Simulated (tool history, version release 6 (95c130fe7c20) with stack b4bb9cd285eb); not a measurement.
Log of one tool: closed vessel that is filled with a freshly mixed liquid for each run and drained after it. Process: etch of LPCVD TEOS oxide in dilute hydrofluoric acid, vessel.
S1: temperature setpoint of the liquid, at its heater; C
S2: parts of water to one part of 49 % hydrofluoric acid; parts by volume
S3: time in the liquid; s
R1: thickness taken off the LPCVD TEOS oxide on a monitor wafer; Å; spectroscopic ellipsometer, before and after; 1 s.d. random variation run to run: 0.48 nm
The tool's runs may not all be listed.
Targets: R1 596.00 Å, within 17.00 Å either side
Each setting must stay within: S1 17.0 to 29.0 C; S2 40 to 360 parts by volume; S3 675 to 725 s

run  hour    S1   S2   S3      R1
  1   0.0  21.0  200  675  669.61
  2   5.5  20.0  200  675  652.43
  3  10.6  20.0  170  675  781.15
  4  11.7  20.0  170  725  842.21
  5  12.3  19.0  185  725  729.97
  6  19.9  19.0  185  725  730.27
  7  26.6  18.5  190  725  701.01
  8  29.7  18.0  195  725  663.86

Pick the move, out of 4, that brings all results within their allowed miss; only one does.
  A  32.8  24.5  235  725   ?
  B  32.8  20.5  195  710   ?
  C  32.8  20.0  190  725   ?
  D  32.8  18.5  215  710   ?

move      R1
   A  686.64
   B  724.09
   C  747.60
   D  595.75
A: moves away from the targets compared with the last run
B: moves away from the targets compared with the last run
C: moves away from the targets compared with the last run
D: all results in spec
D is the move that brings every result within its allowed miss.
